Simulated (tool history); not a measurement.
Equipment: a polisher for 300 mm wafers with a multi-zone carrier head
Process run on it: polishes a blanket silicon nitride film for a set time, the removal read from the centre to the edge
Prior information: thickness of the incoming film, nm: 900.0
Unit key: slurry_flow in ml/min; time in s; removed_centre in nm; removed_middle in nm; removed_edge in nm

run  hour  slurry_flow  centre_zone  middle_zone  edge_zone  time  removed_centre  removed_middle  removed_edge
  1     0          265            1            1          1    45          72.758          73.234        72.383
  2   6.7          275         1.02         1.05       1.04    47           77.67          78.525        79.879
  3  10.1          285         1.03         1.09       1.01    48          80.503          85.119         79.39
  4  12.6          285         1.03         1.15       1.01    48          80.878          89.046        79.954
  5  15.7          300         1.05         1.16       1.02    49          85.445          91.904        81.372
  6  18.1          300         1.05         1.16       0.96    49          85.134          91.274        79.317
  7  20.9          305         1.06         1.17       0.99    49          86.836          92.581        80.045
  8  29.9          310         1.06         1.17       1.02    49          87.213          93.025          81.5

Expected results for the next run?
  9  34.3          315         1.06         1.17       1.05    49               ?               ?             ?

{"run 9": {"removed_centre": 85.972, "removed_middle": 93.776, "removed_edge": 84.948}}

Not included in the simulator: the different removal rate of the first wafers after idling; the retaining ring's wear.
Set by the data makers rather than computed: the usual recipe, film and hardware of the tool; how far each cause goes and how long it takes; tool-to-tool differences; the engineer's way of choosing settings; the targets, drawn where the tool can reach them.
